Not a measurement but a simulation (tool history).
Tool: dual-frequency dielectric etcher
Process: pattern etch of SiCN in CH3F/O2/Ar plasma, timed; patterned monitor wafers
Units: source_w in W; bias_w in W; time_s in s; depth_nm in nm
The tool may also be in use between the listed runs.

Run 1, day 0: source_w 350 W, bias_w 103 W, time_s 43.5 s. Result: depth_nm 19.057 nm.
Run 2, day 0.142: source_w 350 W, bias_w 103 W, time_s 43.5 s. Result: depth_nm 18.764 nm.
Run 3, day 0.379: source_w 340 W, bias_w 102 W, time_s 43.5 s. Result: depth_nm 18.673 nm.
Run 4, day 0.512: source_w 330 W, bias_w 101 W, time_s 43.5 s. Result: depth_nm 18.419 nm.
Run 5, day 0.742: source_w 320 W, bias_w 100 W, time_s 43.5 s. Result: depth_nm 18.388 nm.
Run 6, day 0.958: source_w 280 W, bias_w 100 W, time_s 43.5 s. Result: depth_nm 17.891 nm.
Run 7, day 1.208: source_w 270 W, bias_w 99 W, time_s 43.5 s. Result: depth_nm 17.55 nm.
Run 8, day 1.396: source_w 260 W, bias_w 98 W, time_s 43.5 s. Result: depth_nm 17.343 nm.

The next listed run, before its measurement:
Run 9, day 1.725: source_w 250 W, bias_w 98 W, time_s 43.5 s. Result: depth_nm ?.

depth_nm: 17.259 nm
